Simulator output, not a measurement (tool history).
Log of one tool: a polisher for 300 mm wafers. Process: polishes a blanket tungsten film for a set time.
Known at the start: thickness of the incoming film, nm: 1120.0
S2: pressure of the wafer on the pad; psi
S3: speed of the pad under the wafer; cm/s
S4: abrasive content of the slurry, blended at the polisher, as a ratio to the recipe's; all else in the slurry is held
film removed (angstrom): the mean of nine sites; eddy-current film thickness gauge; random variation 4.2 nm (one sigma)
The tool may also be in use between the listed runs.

{"run": 1, "day": 0.0, "flow of slurry (ml/min)": 175, "S2": 2.4, "S3": 136, "S4": 1.0, "polishing time (s)": 58, "film removed (angstrom)": 1942.5}
{"run": 2, "day": 0.238, "flow of slurry (ml/min)": 175, "S2": 2.8, "S3": 140, "S4": 1.0, "polishing time (s)": 58, "film removed (angstrom)": 2346.8}
{"run": 3, "day": 0.5, "flow of slurry (ml/min)": 175, "S2": 3.1, "S3": 144, "S4": 1.0, "polishing time (s)": 58, "film removed (angstrom)": 2612.4}
{"run": 4, "day": 0.842, "flow of slurry (ml/min)": 175, "S2": 3.1, "S3": 144, "S4": 1.0, "polishing time (s)": 61, "film removed (angstrom)": 2745.5}
{"run": 5, "day": 0.979, "flow of slurry (ml/min)": 175, "S2": 3.3, "S3": 148, "S4": 1.0, "polishing time (s)": 61, "film removed (angstrom)": 2999.1}
{"run": 6, "day": 1.067, "flow of slurry (ml/min)": 175, "S2": 3.4, "S3": 152, "S4": 1.0, "polishing time (s)": 61, "film removed (angstrom)": 3142.8}
{"run": 7, "day": 1.404, "flow of slurry (ml/min)": 175, "S2": 3.5, "S3": 154, "S4": 1.0, "polishing time (s)": 61, "film removed (angstrom)": 3327.2}
{"run": 8, "day": 1.633, "flow of slurry (ml/min)": 175, "S2": 3.6, "S3": 156, "S4": 1.0, "polishing time (s)": 61, "film removed (angstrom)": 3439.2}

The next listed run, before its measurement:
{"run": 9, "day": 1.708, "flow of slurry (ml/min)": 175, "S2": 3.6, "S3": 158, "S4": 1.0, "polishing time (s)": 61, "film removed (angstrom)": "?"}

film removed (angstrom): 3420.5
